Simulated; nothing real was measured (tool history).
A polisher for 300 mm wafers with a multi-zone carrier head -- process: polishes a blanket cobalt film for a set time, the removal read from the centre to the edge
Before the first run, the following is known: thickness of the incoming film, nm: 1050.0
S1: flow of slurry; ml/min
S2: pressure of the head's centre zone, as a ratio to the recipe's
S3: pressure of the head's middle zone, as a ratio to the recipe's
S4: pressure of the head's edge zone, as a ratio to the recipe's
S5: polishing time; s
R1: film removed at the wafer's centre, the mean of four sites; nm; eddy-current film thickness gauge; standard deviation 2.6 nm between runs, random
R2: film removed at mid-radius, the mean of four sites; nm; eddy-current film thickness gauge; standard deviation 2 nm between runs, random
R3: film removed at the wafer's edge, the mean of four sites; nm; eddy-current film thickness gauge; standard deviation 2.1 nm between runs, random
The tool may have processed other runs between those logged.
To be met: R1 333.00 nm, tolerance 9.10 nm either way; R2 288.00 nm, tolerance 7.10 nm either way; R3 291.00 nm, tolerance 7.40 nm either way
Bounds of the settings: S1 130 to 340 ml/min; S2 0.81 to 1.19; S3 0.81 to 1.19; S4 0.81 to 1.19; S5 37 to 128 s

run	hour	S1	S2	S3	S4	S5	R1	R2	R3
1	0.0	220	1.00	1.00	1.00	82	249.88	251.95	253.69
2	4.5	220	1.00	0.97	1.00	82	243.84	246.35	252.49
3	9.5	240	1.05	1.00	1.04	83	263.64	253.61	264.75
4	15.4	255	1.09	1.03	1.04	84	278.04	266.86	266.02
5	20.0	255	1.09	1.03	1.04	102	336.88	321.04	323.68
6	24.4	240	1.10	1.01	1.01	101	333.58	310.52	315.59
7	29.1	225	1.12	1.00	0.98	100	336.39	305.24	306.25
8	33.6	225	1.12	1.00	0.98	100	334.03	305.72	308.63
9	39.6	220	1.13	0.99	0.96	99	340.47	302.62	299.72
10	40.8	210	1.13	0.98	0.95	99	335.22	294.67	301.59
11	48.9	210	1.13	0.98	0.95	99	332.11	298.19	294.02

Consider the 5 candidate settings below. Which is the only one whose results all fall within their allowed miss of target?
A	57.0	175	1.19	1.01	1.01	95	?	?	?
B	57.0	205	1.13	1.02	0.89	101	?	?	?
C	57.0	265	1.19	1.16	1.00	91	?	?	?
D	57.0	210	1.06	0.98	0.89	103	?	?	?
E	57.0	255	1.16	0.98	1.05	96	?	?	?

move	R1	R2	R3
A	335.91	288.71	288.93
B	344.06	313.56	292.26
C	334.42	318.69	281.98
D	329.63	310.86	298.63
E	342.31	294.07	304.63
A: all results land within tolerance of their targets
B: lands further from the targets than the last run did
C: lands further from the targets than the last run did
D: lands further from the targets than the last run did
E: brings the last run's worst result on target, with another outside its allowed miss
Answer: A

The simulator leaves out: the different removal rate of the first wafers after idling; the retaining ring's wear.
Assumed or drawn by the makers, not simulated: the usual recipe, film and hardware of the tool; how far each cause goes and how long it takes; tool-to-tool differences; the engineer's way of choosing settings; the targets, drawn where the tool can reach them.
